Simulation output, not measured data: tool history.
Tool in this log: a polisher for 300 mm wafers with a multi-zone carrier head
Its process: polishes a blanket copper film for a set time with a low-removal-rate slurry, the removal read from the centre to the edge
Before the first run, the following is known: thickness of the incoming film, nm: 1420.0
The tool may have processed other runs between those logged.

run,hour,flow of slurry (ml/min),pressure of the head's centre zone,pressure of the head's middle zone,pressure of the head's edge zone,abrasive content of the slurry,polishing time (s),film removed at the wafer's centre (angstrom),film removed at mid-radius (angstrom),film removed at the wafer's edge (angstrom)
1,0.0,215,1.00,1.00,1.00,1.00,51,1997.2,1985.8,2007.9
2,1.9,185,1.00,1.00,1.00,1.00,51,1916.8,1925.5,1960.4
3,7.7,180,1.01,0.96,0.99,0.95,51,1896.8,1839.8,1916.4
4,9.8,175,1.02,0.93,0.99,0.95,51,1927.9,1798.6,1883.4
5,12.4,170,1.02,0.90,1.01,0.95,51,1899.3,1753.4,1907.3
6,18.4,165,1.03,0.88,1.02,0.95,51,1876.3,1721.1,1879.6

For run 7, what comes out?
7,25.5,160,1.05,0.86,1.04,0.90,51,?,?,?

For run 7 the tool returned film removed at the wafer's centre (angstrom) 1900.4, film removed at mid-radius (angstrom) 1683.1, film removed at the wafer's edge (angstrom) 1896.9.
